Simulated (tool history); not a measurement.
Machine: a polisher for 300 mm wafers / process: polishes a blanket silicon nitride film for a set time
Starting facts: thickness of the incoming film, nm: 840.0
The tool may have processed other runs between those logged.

run,hour,flow of slurry (ml/min),pressure of the wafer on the pad (kPa),speed of the pad under the wafer (cm/s),polishing time (s),film removed (Å)
1,0.0,225,27.6,96,72,1142.9
2,1.2,225,27.6,96,72,1125.2
3,7.2,225,26.2,96,72,1087.6
4,8.9,225,24.8,96,72,1035.8
5,14.1,225,30.3,96,72,1250.7
6,19.1,225,33.1,96,72,1379.6

The next listed run, before its measurement:
7,25.3,220,29.6,96,72,?

film removed (Å): 1214.3
